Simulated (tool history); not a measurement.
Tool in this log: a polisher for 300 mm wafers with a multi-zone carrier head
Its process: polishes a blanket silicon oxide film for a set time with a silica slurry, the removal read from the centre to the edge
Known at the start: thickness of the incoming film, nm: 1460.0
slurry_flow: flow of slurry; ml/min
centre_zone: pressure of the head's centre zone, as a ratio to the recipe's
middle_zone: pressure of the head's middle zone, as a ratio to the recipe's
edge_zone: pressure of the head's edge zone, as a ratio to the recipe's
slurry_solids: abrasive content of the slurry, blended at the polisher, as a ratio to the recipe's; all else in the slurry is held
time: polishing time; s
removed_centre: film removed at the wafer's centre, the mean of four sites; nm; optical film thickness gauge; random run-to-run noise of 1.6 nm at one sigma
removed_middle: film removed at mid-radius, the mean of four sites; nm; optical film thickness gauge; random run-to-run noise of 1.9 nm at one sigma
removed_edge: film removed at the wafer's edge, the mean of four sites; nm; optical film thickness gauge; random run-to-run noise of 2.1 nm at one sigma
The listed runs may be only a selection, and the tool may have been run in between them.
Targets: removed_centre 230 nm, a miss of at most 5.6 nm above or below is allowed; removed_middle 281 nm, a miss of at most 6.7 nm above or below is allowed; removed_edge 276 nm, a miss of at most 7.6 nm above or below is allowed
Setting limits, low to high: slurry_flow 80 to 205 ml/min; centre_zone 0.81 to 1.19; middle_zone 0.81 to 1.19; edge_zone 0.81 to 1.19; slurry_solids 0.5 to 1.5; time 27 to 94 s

run	hour	slurry_flow	centre_zone	middle_zone	edge_zone	slurry_solids	time	removed_centre	removed_middle	removed_edge
1	0	135	1	1	1	1	60	205.35	226.27	230.44
2	6.3	150	1	1.03	1.05	1	60	212.86	234.3	237.35
3	8	160	0.98	1.06	1.08	1.05	60	217.5	248.39	249.76
4	15.2	160	0.98	1	1.08	1.05	60	218.58	238.42	251.21
5	16.1	170	0.97	1.04	1.1	1.05	60	218.09	251.23	254.05
6	23.1	180	0.96	1.06	1.12	1.05	60	218.02	255.54	256.32
7	31.9	185	0.96	1.08	1.14	1.1	60	220.98	265.68	268.75
8	34.2	190	0.96	1.09	1.14	1.1	60	225.57	266.29	267.8
9	42.6	200	0.94	1.14	1.18	1.1	60	222.3	274.27	278.34

Next run, 5 choices. One meets every target within its allowed miss, the rest don't. Which?
A	51	205	0.98	1.19	1.05	0.95	64	?	?	?
B	51	205	0.88	1.19	0.95	1.25	59	?	?	?
C	51	205	1.01	1.08	1.12	1.05	61	?	?	?
D	51	205	0.94	1.19	1.07	1.3	55	?	?	?
E	51	200	0.97	1.16	1.17	1.2	58	?	?	?

move	removed_centre	removed_middle	removed_edge
A	228.87	280.53	253.85
B	215.6	294.97	254.25
C	236.53	265.4	263.16
D	218.51	279.45	255.2
E	228.88	279.23	271.39
A: brings the result that was furthest off to its target, and leaves another outside
B: lands further from the targets than the last run did
C: the result that was furthest off in the last run now lies on the other side of its target
D: lands further from the targets than the last run did
E: hits every target within its allowed miss
Correct choice: E, which meets every target
